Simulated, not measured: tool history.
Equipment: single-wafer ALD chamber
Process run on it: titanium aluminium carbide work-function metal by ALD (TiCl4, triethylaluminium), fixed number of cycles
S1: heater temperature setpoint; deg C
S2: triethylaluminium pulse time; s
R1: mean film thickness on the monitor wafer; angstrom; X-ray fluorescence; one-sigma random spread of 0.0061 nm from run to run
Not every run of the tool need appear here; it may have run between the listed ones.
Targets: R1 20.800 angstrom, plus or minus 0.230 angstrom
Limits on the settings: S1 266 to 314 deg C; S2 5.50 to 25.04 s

{"run": 1, "hour": 0.0, "S1": 290, "S2": 15.27, "R1": 19.725}
{"run": 2, "hour": 6.4, "S1": 292, "S2": 15.44, "R1": 19.982}
{"run": 3, "hour": 11.3, "S1": 282, "S2": 15.44, "R1": 19.141}
{"run": 4, "hour": 16.8, "S1": 282, "S2": 12.79, "R1": 19.063}
{"run": 5, "hour": 17.3, "S1": 286, "S2": 13.03, "R1": 19.342}
{"run": 6, "hour": 17.9, "S1": 289, "S2": 13.33, "R1": 19.498}
{"run": 7, "hour": 20.9, "S1": 292, "S2": 13.72, "R1": 20.016}
{"run": 8, "hour": 21.7, "S1": 294, "S2": 13.75, "R1": 20.071}
{"run": 9, "hour": 24.1, "S1": 296, "S2": 13.87, "R1": 20.234}
{"run": 10, "hour": 29.7, "S1": 297, "S2": 13.97, "R1": 20.202}

Which one of the following 5 next-run settings gets every result inside its allowed miss? There is exactly one.
{"run": "A", "hour": 35.3, "S1": 292, "S2": 13.28, "R1": "?"}
{"run": "B", "hour": 35.3, "S1": 285, "S2": 11.58, "R1": "?"}
{"run": "C", "hour": 35.3, "S1": 290, "S2": 11.87, "R1": "?"}
{"run": "D", "hour": 35.3, "S1": 303, "S2": 14.35, "R1": "?"}
{"run": "E", "hour": 35.3, "S1": 288, "S2": 13.8, "R1": "?"}

move=A R1=19.850
move=B R1=19.130
move=C R1=19.555
move=D R1=20.784
move=E R1=19.574
A: the biggest miss grows against the last run
B: the biggest miss grows against the last run
C: the biggest miss grows against the last run
D: hits every target within its allowed miss
E: the biggest miss grows against the last run
Move D is the one to make.
